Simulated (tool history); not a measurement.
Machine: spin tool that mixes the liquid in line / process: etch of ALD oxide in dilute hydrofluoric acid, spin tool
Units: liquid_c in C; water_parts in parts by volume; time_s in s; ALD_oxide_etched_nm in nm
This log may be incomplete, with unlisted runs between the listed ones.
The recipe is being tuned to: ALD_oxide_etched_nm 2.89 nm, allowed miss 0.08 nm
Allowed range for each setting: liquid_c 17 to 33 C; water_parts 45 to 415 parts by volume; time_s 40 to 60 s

Run 1, hour 0: liquid_c 25 C, water_parts 230 parts by volume, time_s 60 s. Result: ALD_oxide_etched_nm 2.321 nm.
Run 2, hour 3.9: liquid_c 25 C, water_parts 230 parts by volume, time_s 60 s. Result: ALD_oxide_etched_nm 2.3488 nm.
Run 3, hour 6.4: liquid_c 23.5 C, water_parts 230 parts by volume, time_s 60 s. Result: ALD_oxide_etched_nm 2.2111 nm.
Run 4, hour 11.7: liquid_c 23.5 C, water_parts 230 parts by volume, time_s 60 s. Result: ALD_oxide_etched_nm 2.2057 nm.
Run 5, hour 20.5: liquid_c 23.5 C, water_parts 230 parts by volume, time_s 60 s. Result: ALD_oxide_etched_nm 2.2261 nm.
Run 6, hour 26.1: liquid_c 26.5 C, water_parts 230 parts by volume, time_s 60 s. Result: ALD_oxide_etched_nm 2.4788 nm.
Run 7, hour 28.9: liquid_c 27 C, water_parts 230 parts by volume, time_s 60 s. Result: ALD_oxide_etched_nm 2.5227 nm.
Run 8, hour 34.6: liquid_c 27.5 C, water_parts 230 parts by volume, time_s 60 s. Result: ALD_oxide_etched_nm 2.5428 nm.
Run 9, hour 37.5: liquid_c 28 C, water_parts 230 parts by volume, time_s 60 s. Result: ALD_oxide_etched_nm 2.6025 nm.
Run 10, hour 39.5: liquid_c 28.5 C, water_parts 230 parts by volume, time_s 60 s. Result: ALD_oxide_etched_nm 2.6461 nm.
Run 11, hour 45.4: liquid_c 28.5 C, water_parts 230 parts by volume, time_s 60 s. Result: ALD_oxide_etched_nm 2.6474 nm.
Run 12, hour 46.8: liquid_c 29 C, water_parts 230 parts by volume, time_s 60 s. Result: ALD_oxide_etched_nm 2.6947 nm.
Run 13, hour 50.3: liquid_c 29.5 C, water_parts 230 parts by volume, time_s 60 s. Result: ALD_oxide_etched_nm 2.7521 nm.

Below are 5 possible settings for the next run. Only one of them brings all results inside the allowed miss of their targets. Which is it?
Run A, hour 53.8: liquid_c 30.5 C, water_parts 215 parts by volume, time_s 60 s. Result: ALD_oxide_etched_nm ?.
Run B, hour 53.8: liquid_c 28.5 C, water_parts 205 parts by volume, time_s 60 s. Result: ALD_oxide_etched_nm ?.
Run C, hour 53.8: liquid_c 25 C, water_parts 195 parts by volume, time_s 60 s. Result: ALD_oxide_etched_nm ?.
Run D, hour 53.8: liquid_c 28.5 C, water_parts 235 parts by volume, time_s 60 s. Result: ALD_oxide_etched_nm ?.
Run E, hour 53.8: liquid_c 25 C, water_parts 205 parts by volume, time_s 60 s. Result: ALD_oxide_etched_nm ?.

move  ALD_oxide_etched_nm
   A               3.0755
   B               3.0468
   C               2.8578
   D               2.5669
   E               2.6887
A: pushes the last run's worst result past its target
B: pushes the last run's worst result past its target
C: in spec on every target
D: the biggest miss grows against the last run
E: the biggest miss grows against the last run
C meets every target.

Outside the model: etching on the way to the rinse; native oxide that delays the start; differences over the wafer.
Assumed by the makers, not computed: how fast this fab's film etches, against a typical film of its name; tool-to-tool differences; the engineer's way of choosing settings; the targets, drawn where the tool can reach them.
